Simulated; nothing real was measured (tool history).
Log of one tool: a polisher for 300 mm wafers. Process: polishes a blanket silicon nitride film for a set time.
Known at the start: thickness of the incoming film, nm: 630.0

| run | hour | flow of slurry (ml/min) | pressure of the wafer on the pad (kPa) | speed of the pad under the wafer (cm/s) | polishing time (s) | film removed (angstrom) |
|---|---|---|---|---|---|---|
| 1 | 0.0 | 180 | 31.0 | 114 | 61 | 1501.7 |
| 2 | 7.5 | 205 | 31.0 | 114 | 61 | 1536.8 |
| 3 | 11.4 | 205 | 31.0 | 114 | 55 | 1378.4 |
| 4 | 15.3 | 205 | 31.0 | 114 | 55 | 1358.8 |
| 5 | 23.7 | 205 | 33.8 | 114 | 55 | 1448.1 |
| 6 | 31.8 | 205 | 33.8 | 114 | 61 | 1636.2 |

Run 7 comes next. What will it give?
|  | 35.9 | slurry nozzle cleaned |
| 7 | 35.9 | 205 | 35.9 | 114 | 61 | ? |

film removed (angstrom): 1723.5
